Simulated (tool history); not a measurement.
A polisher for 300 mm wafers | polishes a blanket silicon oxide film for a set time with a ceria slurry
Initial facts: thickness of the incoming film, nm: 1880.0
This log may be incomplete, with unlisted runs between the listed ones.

run,day,flow of slurry (ml/min),pressure of the wafer on the pad (psi),speed of the pad under the wafer (m/s),polishing time (s),film removed (Å)
1,0.000,200,2.0,0.98,45,1206.7
2,0.325,200,2.0,1.12,45,1365.8
3,0.446,165,2.0,1.12,45,1331.2
4,0.721,160,1.9,1.12,45,1246.6
5,0.800,160,1.9,1.12,45,1250.2
6,1.092,130,1.9,1.12,45,1237.1

For run 7, what comes out?
7,1.154,130,1.8,1.12,45,?

{"run 7": {"film removed (Å)": 1179.3}}
